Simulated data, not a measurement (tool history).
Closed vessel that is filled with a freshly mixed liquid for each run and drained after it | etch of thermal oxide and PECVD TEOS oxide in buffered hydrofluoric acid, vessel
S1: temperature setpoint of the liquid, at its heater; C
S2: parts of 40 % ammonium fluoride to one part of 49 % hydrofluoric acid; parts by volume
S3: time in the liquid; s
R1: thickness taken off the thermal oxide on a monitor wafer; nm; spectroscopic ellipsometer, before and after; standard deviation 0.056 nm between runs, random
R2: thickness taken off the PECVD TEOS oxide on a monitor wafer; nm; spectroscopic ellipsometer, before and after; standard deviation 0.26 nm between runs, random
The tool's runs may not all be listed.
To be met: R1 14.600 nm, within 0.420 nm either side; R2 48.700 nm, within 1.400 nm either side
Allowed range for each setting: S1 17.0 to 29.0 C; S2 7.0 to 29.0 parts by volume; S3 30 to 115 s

| run | day | S1 | S2 | S3 | R1 | R2 |
|---|---|---|---|---|---|---|
| 1 | 0.000 | 21.0 | 18.0 | 60 | 28.280 | 94.887 |
| 2 | 0.183 | 21.0 | 21.5 | 60 | 24.956 | 82.281 |
| 3 | 0.408 | 21.0 | 24.5 | 60 | 22.703 | 75.716 |
| 4 | 0.767 | 20.0 | 25.5 | 60 | 20.953 | 68.875 |
| 5 | 1.038 | 17.0 | 25.5 | 60 | 17.609 | 59.282 |
| 6 | 1.388 | 17.0 | 25.5 | 80 | 23.583 | 78.379 |
| 7 | 1.442 | 17.0 | 26.0 | 75 | 21.772 | 72.518 |
| 8 | 1.546 | 17.0 | 26.0 | 75 | 21.609 | 71.895 |
| 9 | 1.917 | 17.0 | 26.5 | 70 | 20.032 | 66.386 |
| 10 | 2.142 | 17.0 | 27.0 | 65 | 18.307 | 60.577 |
| 11 | 2.450 | 17.0 | 27.5 | 65 | 17.981 | 59.882 |

4 next moves are on the table. One of them brings every result within its allowed miss. Which?
| A | 2.758 | 17.0 | 22.5 | 50 | ? | ? |
| B | 2.758 | 19.5 | 29.0 | 45 | ? | ? |
| C | 2.758 | 17.0 | 25.5 | 50 | ? | ? |
| D | 2.758 | 17.5 | 29.0 | 50 | ? | ? |

| move | R1 | R2 |
|---|---|---|
| A | 16.077 | 52.856 |
| B | 13.693 | 45.018 |
| C | 14.741 | 48.463 |
| D | 13.576 | 44.633 |
A: moves toward the targets from the last run without getting all of them in spec
B: carries the result that was furthest off beyond its target, to the other side
C: every result lands within tolerance
D: carries the result that was furthest off beyond its target, to the other side
The move that meets every target is C.
